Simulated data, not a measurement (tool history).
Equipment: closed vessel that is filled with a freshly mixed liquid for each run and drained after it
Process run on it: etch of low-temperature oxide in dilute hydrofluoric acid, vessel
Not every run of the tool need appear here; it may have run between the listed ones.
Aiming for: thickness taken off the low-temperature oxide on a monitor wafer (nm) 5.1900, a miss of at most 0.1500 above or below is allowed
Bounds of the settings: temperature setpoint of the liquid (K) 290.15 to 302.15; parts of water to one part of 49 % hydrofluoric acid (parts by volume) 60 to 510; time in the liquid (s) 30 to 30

| run | hour | temperature setpoint of the liquid (K) | parts of water to one part of 49 % hydrofluoric acid (parts by volume) | time in the liquid (s) | thickness taken off the low-temperature oxide on a monitor wafer (nm) |
|---|---|---|---|---|---|
| 1 | 0.0 | 294.15 | 285 | 30 | 1.8789 |
| 2 | 3.3 | 295.65 | 245 | 30 | 2.4006 |
| 3 | 12.0 | 297.15 | 220 | 30 | 2.8987 |
| 4 | 14.2 | 297.15 | 150 | 30 | 4.5648 |
| 5 | 17.1 | 297.15 | 65 | 30 | 11.5610 |
| 6 | 19.3 | 297.15 | 65 | 30 | 11.5890 |
| 7 | 21.9 | 297.65 | 85 | 30 | 8.9594 |
| 8 | 26.5 | 298.65 | 95 | 30 | 8.1027 |
| 9 | 31.8 | 299.15 | 105 | 30 | 7.5178 |
| 10 | 35.7 | 295.15 | 160 | 30 | 3.9013 |
| 11 | 38.5 | 299.15 | 160 | 30 | 4.5711 |

Which of these 4 next moves meets every target?
| A | 41.3 | 299.65 | 145 | 30 | ? |
| B | 41.3 | 302.15 | 200 | 30 | ? |
| C | 41.3 | 298.65 | 130 | 30 | ? |
| D | 41.3 | 297.15 | 160 | 30 | ? |

| move | thickness taken off the low-temperature oxide on a monitor wafer (nm) |
|---|---|
| A | 5.2393 |
| B | 3.8904 |
| C | 5.7307 |
| D | 4.2459 |
A: meets every target
B: misses by more than the last run did
C: takes the result that was furthest off past its target
D: misses by more than the last run did
Answer: A
